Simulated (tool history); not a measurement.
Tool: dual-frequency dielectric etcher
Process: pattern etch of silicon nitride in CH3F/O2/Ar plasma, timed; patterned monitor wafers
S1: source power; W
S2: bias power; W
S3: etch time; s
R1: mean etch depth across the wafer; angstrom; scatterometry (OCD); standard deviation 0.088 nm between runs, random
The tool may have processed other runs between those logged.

run	day	S1	S2	S3	R1
1	0.000	390	90	45.5	319.38
2	0.246	390	103	45.5	341.18
3	0.583	390	103	45.5	341.51
4	0.867	370	103	45.5	333.58
5	0.992	370	92	45.5	315.03
6	1.171	360	92	45.5	311.40

What does the tool deliver on the next run?
7	1.471	360	92	45.5	?

Run 7 gave R1 312.41 angstrom.
